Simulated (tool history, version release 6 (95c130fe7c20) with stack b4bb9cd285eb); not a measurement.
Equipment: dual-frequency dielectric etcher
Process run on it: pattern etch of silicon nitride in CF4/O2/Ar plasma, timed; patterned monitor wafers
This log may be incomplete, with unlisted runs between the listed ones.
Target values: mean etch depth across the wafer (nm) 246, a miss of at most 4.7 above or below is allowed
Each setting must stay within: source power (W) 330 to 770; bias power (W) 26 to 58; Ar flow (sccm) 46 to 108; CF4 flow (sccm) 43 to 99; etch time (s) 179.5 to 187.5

run,hour,source power (W),bias power (W),Ar flow (sccm),CF4 flow (sccm),etch time (s),mean etch depth across the wafer (nm)
1,0,550,42,77,71,179.5,344.61
2,5.4,500,42,77,71,179.5,322.88
3,13.6,460,41,78,71,179.5,296.8
4,20.4,430,41,78,71,179.5,279.99
5,29.3,430,35,78,71,179.5,259.48
6,32.2,510,35,78,71,179.5,293.71
7,36.9,480,35,78,71,179.5,282.78
8,40.6,460,35,78,71,179.5,274.89
9,46,440,35,78,71,179.5,263.84
10,54.2,430,35,78,71,179.5,258.16
11,60.7,420,35,78,71,179.5,252.46

4 candidate next runs follow, results not yet known. Just one meets every target within its allowed miss. Identify it.
A,67.2,410,32,67,61,179.5,?
B,67.2,400,33,85,82,183,?
C,67.2,370,35,105,75,187.5,?
D,67.2,420,29,62,86,187.5,?

move,mean etch depth across the wafer (nm)
A,236.95
B,245.21
C,232.25
D,257.78
A: takes the biggest miss from the last run beyond its target
B: in spec on every target
C: takes the biggest miss from the last run beyond its target
D: misses by more than the last run did
Correct choice: B, which meets every target

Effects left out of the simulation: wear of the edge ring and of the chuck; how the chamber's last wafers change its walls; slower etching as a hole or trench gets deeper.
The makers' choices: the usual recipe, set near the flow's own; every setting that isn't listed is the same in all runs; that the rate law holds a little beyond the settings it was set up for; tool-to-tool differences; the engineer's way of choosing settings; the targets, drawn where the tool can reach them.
